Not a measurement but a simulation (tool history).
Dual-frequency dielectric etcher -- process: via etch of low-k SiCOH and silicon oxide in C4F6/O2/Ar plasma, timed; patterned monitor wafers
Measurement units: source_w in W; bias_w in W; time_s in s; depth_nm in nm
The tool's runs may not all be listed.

run,hour,source_w,bias_w,time_s,depth_nm
1,0.0,420,256,72.0,189.26
2,2.7,420,231,72.0,179.78
3,3.7,420,231,75.5,187.68
4,7.8,380,231,75.5,181.68
5,10.3,310,231,75.5,170.57
6,11.2,300,230,75.5,168.19
7,17.2,290,230,75.5,165.23
8,25.3,280,230,75.5,164.52

Run 9 comes next. What will it give?
# hour 30.0: wet clean of the chamber
9,30.0,270,230,75.5,?

Run 9 measured depth_nm 166.76 nm.
